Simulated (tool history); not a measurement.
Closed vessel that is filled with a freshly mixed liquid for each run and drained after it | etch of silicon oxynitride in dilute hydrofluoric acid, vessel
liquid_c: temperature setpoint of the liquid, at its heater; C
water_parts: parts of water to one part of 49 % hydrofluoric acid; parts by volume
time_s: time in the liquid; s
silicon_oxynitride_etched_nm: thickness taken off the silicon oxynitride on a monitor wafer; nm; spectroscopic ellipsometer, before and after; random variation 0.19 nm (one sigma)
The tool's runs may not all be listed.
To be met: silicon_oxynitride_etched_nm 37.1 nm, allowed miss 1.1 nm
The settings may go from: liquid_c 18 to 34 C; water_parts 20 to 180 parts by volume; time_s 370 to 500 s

run    day  liquid_c  water_parts  time_s  silicon_oxynitride_etched_nm
  1      0        26          100     500                        17.485
  2  0.217      27.5           95     500                        19.771
  3  0.258      27.5           95     500                        19.982
  4  0.333      27.5           95     370                        14.806
  5  0.438      27.5           65     370                        22.393
  6  0.492      29.5           65     370                        24.011
  7  0.862        30           60     370                        27.382
  8  1.092        34           55     370                        35.482
  9  1.354        34           50     370                        39.804
 10  1.533      33.5           50     370                        38.668
 11  1.888      33.5           50     370                        38.709

4 next moves are on the table. One of them brings every result within its allowed miss. Which?
  A  2.242        34           65     500                             ?
  B  2.242        33           60     480                             ?
  C  2.242        33           55     400                             ?
  D  2.242        34           50     380                             ?

move  silicon_oxynitride_etched_nm
   A                         40.18
   B                        40.191
   C                        36.749
   D                        40.414
A: further off than the last run
B: further off than the last run
C: meets every target
D: further off than the last run
Move C is the one to make.
